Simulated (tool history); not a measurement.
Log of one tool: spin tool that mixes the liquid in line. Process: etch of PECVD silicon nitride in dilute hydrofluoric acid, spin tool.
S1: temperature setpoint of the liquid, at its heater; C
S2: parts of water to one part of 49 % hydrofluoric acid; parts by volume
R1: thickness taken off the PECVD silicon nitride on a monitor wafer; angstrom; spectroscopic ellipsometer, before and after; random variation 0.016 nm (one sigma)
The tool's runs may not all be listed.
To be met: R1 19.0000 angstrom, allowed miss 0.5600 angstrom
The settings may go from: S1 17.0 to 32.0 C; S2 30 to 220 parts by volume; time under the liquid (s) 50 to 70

Run 1, day 0.000: S1 24.0 C, S2 125 parts by volume, time under the liquid (s) 70. Result: R1 15.4960 angstrom.
Run 2, day 0.088: S1 24.0 C, S2 160 parts by volume, time under the liquid (s) 70. Result: R1 12.2530 angstrom.
Run 3, day 0.354: S1 26.0 C, S2 160 parts by volume, time under the liquid (s) 70. Result: R1 13.8880 angstrom.
Run 4, day 0.375: S1 22.5 C, S2 160 parts by volume, time under the liquid (s) 70. Result: R1 11.1020 angstrom.
Run 5, day 0.412: S1 19.0 C, S2 160 parts by volume, time under the liquid (s) 70. Result: R1 8.7822 angstrom.
Run 6, day 0.788: S1 22.5 C, S2 160 parts by volume, time under the liquid (s) 70. Result: R1 11.0630 angstrom.
Run 7, day 1.067: S1 25.0 C, S2 160 parts by volume, time under the liquid (s) 70. Result: R1 13.0200 angstrom.
Run 8, day 1.312: S1 26.5 C, S2 160 parts by volume, time under the liquid (s) 70. Result: R1 14.2990 angstrom.
Run 9, day 1.504: S1 28.0 C, S2 160 parts by volume, time under the liquid (s) 70. Result: R1 15.7290 angstrom.
Run 10, day 1.846: S1 29.0 C, S2 160 parts by volume, time under the liquid (s) 70. Result: R1 16.5660 angstrom.
Run 11, day 1.917: S1 29.5 C, S2 160 parts by volume, time under the liquid (s) 70. Result: R1 17.3150 angstrom.
Run 12, day 2.071: S1 30.0 C, S2 160 parts by volume, time under the liquid (s) 70. Result: R1 17.9690 angstrom.
Run 13, day 2.425: S1 30.5 C, S2 160 parts by volume, time under the liquid (s) 70. Result: R1 18.1180 angstrom.

Which of these 4 next moves meets every target?
Run A, day 2.779: S1 29.0 C, S2 150 parts by volume, time under the liquid (s) 70. Result: R1 ?.
Run B, day 2.779: S1 30.0 C, S2 165 parts by volume, time under the liquid (s) 70. Result: R1 ?.
Run C, day 2.779: S1 32.0 C, S2 170 parts by volume, time under the liquid (s) 70. Result: R1 ?.
Run D, day 2.779: S1 32.0 C, S2 140 parts by volume, time under the liquid (s) 50. Result: R1 ?.

move       R1
   A  17.7560
   B  17.1400
   C  18.7500
   D  16.3390
A: further off than the last run
B: further off than the last run
C: meets every target
D: further off than the last run
Answer: C
